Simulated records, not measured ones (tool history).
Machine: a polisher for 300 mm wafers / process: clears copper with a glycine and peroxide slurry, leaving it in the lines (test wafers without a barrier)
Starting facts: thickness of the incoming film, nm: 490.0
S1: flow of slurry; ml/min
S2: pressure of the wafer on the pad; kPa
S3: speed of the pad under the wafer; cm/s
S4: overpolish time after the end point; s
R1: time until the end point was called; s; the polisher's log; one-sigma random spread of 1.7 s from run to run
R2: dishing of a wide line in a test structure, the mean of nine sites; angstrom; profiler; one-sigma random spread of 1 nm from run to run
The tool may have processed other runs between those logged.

| run | day | S1 | S2 | S3 | S4 | R1 | R2 |
|---|---|---|---|---|---|---|---|
| 1 | 0.000 | 280 | 20.7 | 108 | 13 | 73.506 | 492.72 |
| 2 | 0.346 | 280 | 20.7 | 108 | 16 | 72.097 | 588.22 |
| 3 | 0.629 | 315 | 20.7 | 108 | 16 | 73.369 | 581.60 |
| 4 | 0.908 | 315 | 20.7 | 82 | 16 | 88.798 | 516.00 |
| 5 | 1.058 | 385 | 20.7 | 82 | 16 | 84.357 | 551.90 |
| 6 | 1.167 | 380 | 19.3 | 82 | 16 | 88.965 | 515.70 |
| 7 | 1.317 | 375 | 17.9 | 80 | 16 | 95.789 | 484.73 |

The next listed run, before its measurement:
| 8 | 1.692 | 370 | 16.5 | 80 | 16 | ? | ? |

R1: 98.623 s
R2: 478.88 angstrom

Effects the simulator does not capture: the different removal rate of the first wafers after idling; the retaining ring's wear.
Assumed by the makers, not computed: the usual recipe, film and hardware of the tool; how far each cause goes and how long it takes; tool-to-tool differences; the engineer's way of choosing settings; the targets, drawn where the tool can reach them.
